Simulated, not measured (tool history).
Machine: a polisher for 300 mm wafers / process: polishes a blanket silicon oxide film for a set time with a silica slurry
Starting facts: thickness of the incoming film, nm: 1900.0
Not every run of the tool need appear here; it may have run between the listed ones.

run  hour  flow of slurry (ml/min)  pressure of the wafer on the pad (kPa)  speed of the pad under the wafer (m/s)  abrasive content of the slurry  polishing time (s)  film removed (nm)
  1     0                      235                                    25.5                                    1.16                               1                  56             174.43
  2   4.1                      235                                    25.5                                    0.94                               1                  56             160.44
  3   8.5                      235                                    25.5                                    0.94                             1.2                  56             173.11
  4  16.7                      235                                    24.8                                    0.94                             1.2                  56             169.37
  5  20.9                      235                                    24.8                                    0.94                             1.2                  56             168.83
  6  26.7                      235                                    24.8                                    0.94                             1.2                  56             169.37

What does the tool deliver on the next run?
  7  28.2                      235                                    24.1                                    0.94                             1.2                  56                  ?

Run 7 produced film removed (nm) 165.56.
